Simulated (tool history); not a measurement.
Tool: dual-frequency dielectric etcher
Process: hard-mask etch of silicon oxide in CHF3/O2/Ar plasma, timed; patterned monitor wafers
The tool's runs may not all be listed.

run	hour	source power (W)	bias power (W)	etch time (s)	mean etch depth across the wafer (Å)
1	0	550	123	29	564.59
2	4.6	520	121	29	552.36
3	12.5	520	107	29	540.14
4	14.1	500	106	29	529.63
5	21.3	600	106	29	557.33
6	23.3	600	120	29	569.77
7	26.5	600	120	29	570.39
8	34.6	560	115	29	556.59
9	36.2	530	111	29	547.48
10	44.4	500	107	29	534.46

Forecast run 11:
11	52	480	105	29	?

mean etch depth across the wafer (Å): 525.83

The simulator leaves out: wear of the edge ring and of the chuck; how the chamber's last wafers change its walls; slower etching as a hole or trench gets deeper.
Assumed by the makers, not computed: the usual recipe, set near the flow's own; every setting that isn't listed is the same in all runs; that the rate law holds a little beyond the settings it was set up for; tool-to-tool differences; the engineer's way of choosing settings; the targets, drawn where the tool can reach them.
